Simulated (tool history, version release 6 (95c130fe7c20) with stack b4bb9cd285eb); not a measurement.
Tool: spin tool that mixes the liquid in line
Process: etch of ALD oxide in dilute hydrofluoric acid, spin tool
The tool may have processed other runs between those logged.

run    day  temperature setpoint of the liquid (C)  parts of water to one part of 49 % hydrofluoric acid (parts by volume)  time under the liquid (s)  thickness taken off the ALD oxide on a monitor wafer (nm)
  1  0.000                                    24.0                                                                     240                         70                                                     6.1258
  2  0.275                                    26.5                                                                     210                         70                                                     7.8464
  3  0.533                                    28.5                                                                     210                         70                                                     8.4736
  4  0.758                                    28.5                                                                     165                         70                                                    11.4260
  5  1.079                                    29.5                                                                     165                         70                                                    11.7850
  6  1.304                                    29.5                                                                     165                         70                                                    11.7480
  7  1.650                                    30.0                                                                     165                         70                                                    12.0680

What does the tool deliver on the next run?
  8  1.821                                    30.5                                                                     165                         70                                                          ?

thickness taken off the ALD oxide on a monitor wafer (nm): 12.2610
